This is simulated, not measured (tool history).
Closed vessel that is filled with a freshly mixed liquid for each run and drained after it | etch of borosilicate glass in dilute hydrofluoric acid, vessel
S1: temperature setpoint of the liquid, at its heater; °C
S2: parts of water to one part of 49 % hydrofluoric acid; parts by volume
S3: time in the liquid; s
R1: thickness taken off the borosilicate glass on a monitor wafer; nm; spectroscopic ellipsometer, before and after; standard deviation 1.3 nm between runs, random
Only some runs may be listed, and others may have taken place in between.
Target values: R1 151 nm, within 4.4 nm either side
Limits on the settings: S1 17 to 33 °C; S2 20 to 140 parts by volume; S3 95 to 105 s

run  hour    S1  S2   S3      R1
  1     0    25  75   95  54.513
  2   8.5  27.5  60   95  76.672
  3  12.7  29.5  50   95  101.39
  4  14.2  29.5  50   95  100.86
  5  22.2  31.5  50   95  109.82
  6  29.1  31.5  50  105  120.97
  7  33.7    32  45  105  139.08
  8  38.3  32.5  45  105  141.07
  9  42.8    33  45  105  145.23
 10  45.6    33  40  105  165.25

Pick the move, out of 4, that brings all results within their allowed miss; only one does.
  A  48.4  32.5  35  100   ?
  B  48.4    32  40  100   ?
  C  48.4    33  35  105   ?
  D  48.4  32.5  35  105   ?

move      R1
   A  176.01
   B  149.79
   C  188.45
   D  184.81
A: lands further from the targets than the last run did
B: every result within its allowed miss
C: lands further from the targets than the last run did
D: lands further from the targets than the last run did
Correct choice: B, which meets every target
